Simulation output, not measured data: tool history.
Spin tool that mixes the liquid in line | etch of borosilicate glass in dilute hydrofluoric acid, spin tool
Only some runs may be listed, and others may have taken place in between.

run  hour  temperature setpoint of the liquid (C)  parts of water to one part of 49 % hydrofluoric acid (parts by volume)  time under the liquid (s)  thickness taken off the borosilicate glass on a monitor wafer (Å)
  1   0.0                                    26.0                                                                     205                         25                                                             38.360
  2   8.7                                    26.0                                                                     205                         25                                                             38.279
  3  14.2                                    28.0                                                                     205                         25                                                             40.369
  4  18.2                                    28.0                                                                     205                         20                                                             32.263
  5  21.7                                    28.0                                                                     175                         20                                                             39.155
  6  23.6                                    31.5                                                                     175                         20                                                             44.898
  7  24.2                                    32.0                                                                     165                         20                                                             48.938
  8  25.9                                    32.5                                                                     160                         20                                                             51.487
  9  31.3                                    32.5                                                                     155                         20                                                             53.121
 10  32.3                                    32.5                                                                     150                         20                                                             55.918

What will run 11 give?
 11  38.2                                    34.0                                                                     125                         20                                                                  ?

{"run 11": {"thickness taken off the borosilicate glass on a monitor wafer (Å)": 72.291}}
